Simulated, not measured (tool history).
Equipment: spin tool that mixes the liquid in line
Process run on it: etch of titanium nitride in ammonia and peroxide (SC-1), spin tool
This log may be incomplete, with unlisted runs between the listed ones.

| run | day | temperature setpoint of the liquid (C) | parts of water to one part of 30 % peroxide (parts by volume) | parts of 29 % ammonia solution to one part of 30 % peroxide (parts by volume) | time under the liquid (s) | thickness taken off the titanium nitride on a monitor wafer (Å) |
|---|---|---|---|---|---|---|
| 1 | 0.000 | 49.0 | 26 | 0.50 | 75 | 31.012 |
| 2 | 0.350 | 50.5 | 26 | 0.50 | 75 | 34.283 |
| 3 | 0.538 | 50.5 | 18 | 0.50 | 75 | 42.891 |
| 4 | 0.775 | 50.5 | 18 | 0.50 | 55 | 31.466 |
| 5 | 1.067 | 50.5 | 26 | 0.50 | 55 | 25.393 |
| 6 | 1.350 | 50.5 | 26 | 0.55 | 55 | 25.890 |
| 7 | 1.425 | 53.0 | 26 | 0.55 | 55 | 30.631 |
| 8 | 1.612 | 54.5 | 26 | 0.55 | 55 | 33.825 |
| 9 | 1.954 | 55.5 | 26 | 0.55 | 55 | 36.210 |

Forecast run 10:
| 10 | 2.300 | 56.0 | 26 | 0.55 | 55 | ? |

Run 10 measured thickness taken off the titanium nitride on a monitor wafer (Å) 37.738.
